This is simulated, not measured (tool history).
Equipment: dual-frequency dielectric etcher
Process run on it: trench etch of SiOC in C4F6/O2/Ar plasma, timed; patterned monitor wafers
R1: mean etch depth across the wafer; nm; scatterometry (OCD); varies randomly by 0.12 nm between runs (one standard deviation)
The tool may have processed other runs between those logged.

{"run": 1, "day": 0.0, "source power (kW)": 0.36, "bias power (kW)": 0.239, "etch time (s)": 10.5, "R1": 21.886}
{"run": 2, "day": 0.279, "source power (kW)": 0.36, "bias power (kW)": 0.272, "etch time (s)": 10.5, "R1": 23.627}
{"run": 3, "day": 0.579, "source power (kW)": 0.41, "bias power (kW)": 0.272, "etch time (s)": 10.5, "R1": 25.25}
{"run": 4, "day": 0.917, "source power (kW)": 0.36, "bias power (kW)": 0.265, "etch time (s)": 10.5, "R1": 23.428}
{"run": 5, "day": 1.288, "source power (kW)": 0.36, "bias power (kW)": 0.289, "etch time (s)": 10.5, "R1": 23.934}
{"run": 6, "day": 1.425, "source power (kW)": 0.32, "bias power (kW)": 0.282, "etch time (s)": 10.5, "R1": 22.545}
{"run": 7, "day": 1.717, "source power (kW)": 0.29, "bias power (kW)": 0.276, "etch time (s)": 10.5, "R1": 21.024}

Estimate the outcome of run 8 from the log above:
{"run": 8, "day": 2.071, "source power (kW)": 0.23, "bias power (kW)": 0.271, "etch time (s)": 10.5, "R1": "?"}

{"run 8": {"R1": 18.392}}
